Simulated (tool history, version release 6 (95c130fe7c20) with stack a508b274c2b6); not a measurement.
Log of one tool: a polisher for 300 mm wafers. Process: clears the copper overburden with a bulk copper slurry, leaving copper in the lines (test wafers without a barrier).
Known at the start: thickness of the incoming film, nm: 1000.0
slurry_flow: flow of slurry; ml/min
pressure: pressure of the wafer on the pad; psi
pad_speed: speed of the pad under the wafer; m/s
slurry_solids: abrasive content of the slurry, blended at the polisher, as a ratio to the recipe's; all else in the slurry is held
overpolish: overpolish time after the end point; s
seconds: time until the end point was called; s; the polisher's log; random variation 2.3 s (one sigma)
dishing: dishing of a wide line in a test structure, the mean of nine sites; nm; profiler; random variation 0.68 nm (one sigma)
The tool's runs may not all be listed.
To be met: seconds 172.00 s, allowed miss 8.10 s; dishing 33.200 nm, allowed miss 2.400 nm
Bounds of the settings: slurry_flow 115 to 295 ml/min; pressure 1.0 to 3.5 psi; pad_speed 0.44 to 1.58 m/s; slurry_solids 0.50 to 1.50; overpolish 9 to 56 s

run  hour  slurry_flow  pressure  pad_speed  slurry_solids  overpolish  seconds  dishing
  1   0.0          190       2.2       1.00           1.00          29   112.73   38.254
  2   2.5          190       2.0       1.00           1.00          26   125.35   35.751
  3  11.0          190       1.9       1.00           1.00          27   128.80   36.232
  4  16.9          190       1.9       1.00           1.00          23   130.27   35.597
  5  22.4          190       1.8       1.00           1.00          23   136.16   34.781
  6  25.8          190       1.7       1.00           1.00          24   144.88   36.118
  7  29.3          190       1.4       0.94           1.00          10   185.82   23.548
  8  30.1          190       1.4       0.94           1.00          12   183.41   25.912
  9  35.2          190       1.4       0.94           1.00          14   180.93   28.275
 10  43.6          190       1.4       0.94           1.00          15   181.61   28.397

4 next moves are on the table. One of them brings every result within its allowed miss. Which?
  A  52.0          200       1.3       1.00           0.95          16        ?        ?
  B  52.0          205       1.6       0.94           0.65          21        ?        ?
  C  52.0          195       1.2       1.02           1.00          35        ?        ?
  D  52.0          190       1.6       0.88           0.95          13        ?        ?

move  seconds  dishing
   A   189.83   28.682
   B   175.81   32.607
   C   200.03   33.421
   D   173.55   27.888
A: further off than the last run
B: meets every target
C: brings the result that was furthest off to its target, and leaves another outside
D: further off than the last run
The right move is B.
